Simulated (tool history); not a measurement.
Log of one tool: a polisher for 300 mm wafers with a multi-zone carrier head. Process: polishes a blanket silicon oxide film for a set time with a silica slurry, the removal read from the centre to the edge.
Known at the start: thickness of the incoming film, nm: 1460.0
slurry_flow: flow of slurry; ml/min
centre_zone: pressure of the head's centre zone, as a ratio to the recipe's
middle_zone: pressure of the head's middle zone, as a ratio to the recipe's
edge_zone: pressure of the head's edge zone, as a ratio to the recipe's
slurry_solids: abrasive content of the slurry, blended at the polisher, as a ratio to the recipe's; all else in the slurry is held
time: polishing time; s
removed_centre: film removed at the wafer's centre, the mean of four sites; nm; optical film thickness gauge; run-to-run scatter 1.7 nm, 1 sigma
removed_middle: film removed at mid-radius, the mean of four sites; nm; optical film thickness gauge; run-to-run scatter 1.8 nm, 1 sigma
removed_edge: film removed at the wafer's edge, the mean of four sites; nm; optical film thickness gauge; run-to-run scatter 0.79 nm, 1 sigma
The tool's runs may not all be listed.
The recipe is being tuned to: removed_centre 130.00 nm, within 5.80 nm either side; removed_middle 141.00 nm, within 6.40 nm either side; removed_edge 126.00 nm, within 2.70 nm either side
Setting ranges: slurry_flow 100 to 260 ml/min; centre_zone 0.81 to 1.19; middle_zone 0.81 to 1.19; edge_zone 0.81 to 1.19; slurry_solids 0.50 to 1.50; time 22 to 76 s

| run | hour | slurry_flow | centre_zone | middle_zone | edge_zone | slurry_solids | time | removed_centre | removed_middle | removed_edge |
|---|---|---|---|---|---|---|---|---|---|---|
| 1 | 0.0 | 165 | 1.00 | 1.00 | 1.00 | 1.00 | 49 | 213.50 | 206.69 | 206.65 |
| 2 | 3.8 | 200 | 1.00 | 1.00 | 1.00 | 1.00 | 49 | 221.26 | 214.83 | 210.21 |
| 3 | 8.5 | 200 | 1.00 | 1.09 | 1.00 | 1.00 | 49 | 217.68 | 230.62 | 209.22 |
| 4 | 10.8 | 200 | 1.00 | 1.09 | 1.00 | 0.85 | 49 | 203.63 | 216.15 | 196.68 |
| 5 | 12.7 | 195 | 0.99 | 1.08 | 0.97 | 0.80 | 47 | 190.31 | 194.59 | 179.05 |
| 6 | 14.6 | 175 | 0.99 | 1.08 | 0.97 | 0.80 | 47 | 185.69 | 191.55 | 175.92 |
| 7 | 21.6 | 165 | 0.96 | 1.08 | 0.94 | 0.75 | 46 | 169.90 | 183.06 | 163.60 |
| 8 | 25.0 | 160 | 0.94 | 1.07 | 0.92 | 0.70 | 46 | 155.40 | 175.10 | 155.23 |
| 9 | 33.9 | 155 | 0.94 | 1.06 | 0.90 | 0.65 | 46 | 151.93 | 163.68 | 146.73 |
| 10 | 39.6 | 150 | 0.93 | 1.05 | 0.88 | 0.65 | 46 | 145.63 | 157.74 | 145.89 |
| 11 | 42.0 | 145 | 0.93 | 1.06 | 0.87 | 0.60 | 46 | 141.57 | 156.16 | 135.75 |
| 12 | 50.7 | 105 | 0.90 | 0.99 | 0.83 | 0.55 | 46 | 116.99 | 126.15 | 119.83 |
| 13 | 53.4 | 110 | 0.90 | 1.00 | 0.83 | 0.55 | 46 | 118.71 | 127.74 | 120.35 |
| 14 | 59.1 | 110 | 0.90 | 1.00 | 0.83 | 0.55 | 46 | 120.29 | 129.53 | 121.92 |
| 15 | 63.2 | 115 | 0.90 | 1.01 | 0.83 | 0.55 | 46 | 121.38 | 134.70 | 122.08 |

Consider the 4 candidate settings below. Which is the only one whose results all fall within their allowed miss of target?
| A | 67.3 | 115 | 0.84 | 1.04 | 0.83 | 0.55 | 48 | ? | ? | ? |
| B | 67.3 | 105 | 0.93 | 1.03 | 0.81 | 0.55 | 49 | ? | ? | ? |
| C | 67.3 | 130 | 0.93 | 0.97 | 0.83 | 0.70 | 40 | ? | ? | ? |
| D | 67.3 | 115 | 0.82 | 1.00 | 0.85 | 0.60 | 47 | ? | ? | ? |

| move | removed_centre | removed_middle | removed_edge |
|---|---|---|---|
| A | 116.96 | 140.03 | 128.65 |
| B | 127.60 | 138.33 | 127.76 |
| C | 127.34 | 130.74 | 125.88 |
| D | 117.91 | 140.02 | 134.14 |
A: further off than the last run
B: every result lands within tolerance
C: the worst result of the last run now meets its target, but another is out of spec
D: further off than the last run
Move B is the one to make.
